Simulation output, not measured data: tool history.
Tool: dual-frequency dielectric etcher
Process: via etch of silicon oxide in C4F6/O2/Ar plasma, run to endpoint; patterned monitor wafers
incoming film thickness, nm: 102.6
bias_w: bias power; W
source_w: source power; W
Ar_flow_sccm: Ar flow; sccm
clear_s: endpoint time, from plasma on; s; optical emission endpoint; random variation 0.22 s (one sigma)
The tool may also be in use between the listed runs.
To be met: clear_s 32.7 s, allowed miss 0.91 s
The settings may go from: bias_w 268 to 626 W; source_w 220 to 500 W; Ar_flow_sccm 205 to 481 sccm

Run 1, day 0: bias_w 447 W, source_w 360 W, Ar_flow_sccm 343 sccm. Result: clear_s 26.075 s.
Run 2, day 0.35: bias_w 525 W, source_w 360 W, Ar_flow_sccm 343 sccm. Result: clear_s 23.615 s.
Run 3, day 0.379: bias_w 525 W, source_w 310 W, Ar_flow_sccm 343 sccm. Result: clear_s 25.337 s.
Run 4, day 0.479: bias_w 600 W, source_w 310 W, Ar_flow_sccm 343 sccm. Result: clear_s 23.429 s.
Run 5, day 0.542: bias_w 600 W, source_w 310 W, Ar_flow_sccm 305 sccm. Result: clear_s 23.142 s.
Run 6, day 0.725: bias_w 600 W, source_w 310 W, Ar_flow_sccm 354 sccm. Result: clear_s 23.791 s.
Run 7, day 0.854: bias_w 532 W, source_w 290 W, Ar_flow_sccm 358 sccm. Result: clear_s 26.368 s.
Run 8, day 1.012: bias_w 442 W, source_w 250 W, Ar_flow_sccm 367 sccm. Result: clear_s 31.156 s.
Run 9, day 1.362: bias_w 433 W, source_w 250 W, Ar_flow_sccm 367 sccm. Result: clear_s 31.494 s.

5 next moves are on the table. One of them brings every result within its allowed miss. Which?
Run A, day 1.712: bias_w 378 W, source_w 280 W, Ar_flow_sccm 390 sccm. Result: clear_s ?.
Run B, day 1.712: bias_w 471 W, source_w 250 W, Ar_flow_sccm 362 sccm. Result: clear_s ?.
Run C, day 1.712: bias_w 417 W, source_w 280 W, Ar_flow_sccm 404 sccm. Result: clear_s ?.
Run D, day 1.712: bias_w 461 W, source_w 290 W, Ar_flow_sccm 392 sccm. Result: clear_s ?.
Run E, day 1.712: bias_w 484 W, source_w 230 W, Ar_flow_sccm 366 sccm. Result: clear_s ?.

move  clear_s
   A   32.577
   B   29.715
   C   30.743
   D   28.369
   E   30.462
A: meets every target
B: further off than the last run
C: further off than the last run
D: further off than the last run
E: further off than the last run
Move A is the one to make.

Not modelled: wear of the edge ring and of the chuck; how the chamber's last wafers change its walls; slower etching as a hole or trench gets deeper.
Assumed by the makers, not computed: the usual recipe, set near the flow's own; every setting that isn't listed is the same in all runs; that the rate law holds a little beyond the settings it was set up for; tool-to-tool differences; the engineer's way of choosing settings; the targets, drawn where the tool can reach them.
